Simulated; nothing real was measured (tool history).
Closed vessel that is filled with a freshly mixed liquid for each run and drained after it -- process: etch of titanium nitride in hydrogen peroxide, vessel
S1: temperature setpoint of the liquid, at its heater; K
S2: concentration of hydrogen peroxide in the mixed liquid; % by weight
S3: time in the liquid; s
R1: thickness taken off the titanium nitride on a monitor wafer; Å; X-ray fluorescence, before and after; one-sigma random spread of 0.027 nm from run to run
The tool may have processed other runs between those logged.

Run 1, hour 0.0: S1 321.15 K, S2 18.5 % by weight, S3 75 s. Result: R1 23.412 Å.
Run 2, hour 1.1: S1 321.65 K, S2 18.5 % by weight, S3 75 s. Result: R1 23.999 Å.
Run 3, hour 2.3: S1 321.65 K, S2 22.0 % by weight, S3 75 s. Result: R1 24.453 Å.
Run 4, hour 10.8: S1 322.15 K, S2 22.0 % by weight, S3 75 s. Result: R1 25.541 Å.
Run 5, hour 18.3: S1 322.65 K, S2 22.0 % by weight, S3 75 s. Result: R1 26.752 Å.
Run 6, hour 23.1: S1 322.65 K, S2 22.0 % by weight, S3 55 s. Result: R1 19.661 Å.
Run 7, hour 28.1: S1 324.15 K, S2 22.0 % by weight, S3 55 s. Result: R1 21.801 Å.
Run 8, hour 31.9: S1 325.65 K, S2 22.0 % by weight, S3 55 s. Result: R1 24.401 Å.
Run 9, hour 40.3: S1 326.65 K, S2 22.0 % by weight, S3 55 s. Result: R1 26.125 Å.
Run 10, hour 49.0: S1 327.15 K, S2 22.0 % by weight, S3 55 s. Result: R1 27.086 Å.
Run 11, hour 49.9: S1 327.65 K, S2 22.0 % by weight, S3 55 s. Result: R1 28.016 Å.

For run 12, what comes out?
Run 12, hour 57.8: S1 330.65 K, S2 22.0 % by weight, S3 55 s. Result: R1 ?.

R1: 35.005 Å
